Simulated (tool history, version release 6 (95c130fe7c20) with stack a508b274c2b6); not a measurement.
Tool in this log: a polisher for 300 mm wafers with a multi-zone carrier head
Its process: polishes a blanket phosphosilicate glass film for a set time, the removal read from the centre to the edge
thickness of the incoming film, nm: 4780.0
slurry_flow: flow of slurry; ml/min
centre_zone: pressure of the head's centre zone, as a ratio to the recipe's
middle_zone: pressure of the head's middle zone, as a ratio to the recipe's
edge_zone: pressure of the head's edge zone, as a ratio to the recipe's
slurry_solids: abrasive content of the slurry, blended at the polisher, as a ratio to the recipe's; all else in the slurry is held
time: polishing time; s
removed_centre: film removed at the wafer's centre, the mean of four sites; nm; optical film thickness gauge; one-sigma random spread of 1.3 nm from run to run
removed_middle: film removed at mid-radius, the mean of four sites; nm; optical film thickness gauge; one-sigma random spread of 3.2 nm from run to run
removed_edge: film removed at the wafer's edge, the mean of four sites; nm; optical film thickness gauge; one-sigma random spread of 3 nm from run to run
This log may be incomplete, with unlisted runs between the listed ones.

| run | hour | slurry_flow | centre_zone | middle_zone | edge_zone | slurry_solids | time | removed_centre | removed_middle | removed_edge |
|---|---|---|---|---|---|---|---|---|---|---|
| 1 | 0.0 | 280 | 1.00 | 1.00 | 1.00 | 1.00 | 75 | 333.10 | 341.91 | 335.61 |
| 2 | 2.7 | 275 | 0.97 | 0.99 | 1.00 | 0.90 | 74 | 300.86 | 308.60 | 310.98 |
| 3 | 6.5 | 275 | 0.97 | 0.99 | 1.06 | 0.90 | 74 | 298.24 | 305.28 | 322.82 |
| 4 | 15.5 | 270 | 0.94 | 0.99 | 1.05 | 0.85 | 73 | 280.58 | 299.93 | 303.09 |
| 5 | 18.6 | 265 | 0.92 | 0.98 | 1.06 | 0.80 | 72 | 261.73 | 281.68 | 291.49 |
| 6 | 22.8 | 260 | 0.90 | 0.97 | 1.06 | 0.75 | 72 | 247.12 | 269.32 | 293.85 |
| 7 | 23.9 | 265 | 0.89 | 0.97 | 1.04 | 0.70 | 71 | 233.28 | 257.70 | 269.04 |
| 8 | 31.5 | 260 | 0.88 | 0.96 | 1.03 | 0.70 | 71 | 231.19 | 261.23 | 267.11 |
| 9 | 38.1 | 255 | 0.87 | 0.94 | 1.03 | 0.70 | 71 | 228.96 | 248.65 | 269.86 |

The next listed run, before its measurement:
| 10 | 46.3 | 250 | 0.86 | 0.94 | 1.02 | 0.65 | 71 | ? | ? | ? |

removed_centre: 217.11 nm
removed_middle: 234.15 nm
removed_edge: 250.69 nm
